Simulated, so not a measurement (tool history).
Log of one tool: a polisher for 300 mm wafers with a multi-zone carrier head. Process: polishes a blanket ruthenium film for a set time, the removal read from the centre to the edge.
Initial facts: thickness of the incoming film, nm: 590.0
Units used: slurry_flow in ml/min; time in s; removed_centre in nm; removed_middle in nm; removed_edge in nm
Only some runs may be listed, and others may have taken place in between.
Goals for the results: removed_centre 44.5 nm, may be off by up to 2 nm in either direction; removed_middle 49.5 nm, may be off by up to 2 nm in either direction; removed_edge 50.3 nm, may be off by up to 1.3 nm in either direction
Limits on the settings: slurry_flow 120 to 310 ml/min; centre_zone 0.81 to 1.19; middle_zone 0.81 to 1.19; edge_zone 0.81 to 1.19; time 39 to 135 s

run,hour,slurry_flow,centre_zone,middle_zone,edge_zone,time,removed_centre,removed_middle,removed_edge
1,0,200,1,1,1,87,69.912,73.439,72.136
2,1.3,200,1,1,1,100,80.826,84.124,80.862
3,3.1,195,0.98,0.99,0.97,92,72.524,75.118,73.561
4,4.6,195,0.98,1.06,0.97,92,74.244,79.042,73.494
5,10.1,195,0.98,1.01,0.97,92,74.862,75.189,73.469
6,10.9,165,0.98,1.01,0.97,92,72.969,74.525,73.469
7,13.2,170,0.96,1.01,0.97,85,65.643,69.893,67.706
8,22,170,0.94,0.99,0.96,80,59.201,63.968,63.377
9,29.9,170,0.92,0.98,0.94,77,58.038,61.378,60.496
10,34.1,165,0.9,0.97,0.94,74,54.034,59.888,57.821
11,35.7,160,0.89,0.95,0.93,72,52.166,54.317,55.874
12,42.9,160,0.88,0.95,0.93,71,49.565,54.859,54.632
13,44.7,160,0.87,0.94,0.92,71,48.897,55.125,53.954
14,45.8,155,0.86,0.92,0.91,71,50.895,54.005,54.381
15,54,155,0.85,0.92,0.91,70,49.486,53.023,53.818
16,56,155,0.84,0.92,0.91,69,45.871,51.117,52.658

Below are 5 possible settings for the next run. Only one of them brings all results inside the allowed miss of their targets. Which is it?
A,58,135,0.93,0.93,0.93,66,?,?,?
B,58,145,0.9,1.01,0.88,67,?,?,?
C,58,215,0.94,1.06,0.81,64,?,?,?
D,58,140,0.83,0.92,0.89,67,?,?,?
E,58,170,0.83,1.01,0.9,66,?,?,?

move,removed_centre,removed_middle,removed_edge
A,49.326,49.22,50.084
B,49.11,53.98,49.792
C,51.006,55.921,47.184
D,45.546,49.74,49.973
E,45.948,54.09,50.166
A: the furthest-off result lands on target, but another misses its tolerance
B: the furthest-off result lands on target, but another misses its tolerance
C: pushes the last run's worst result past its target
D: every result lands within tolerance
E: the furthest-off result lands on target, but another misses its tolerance
D meets every target.
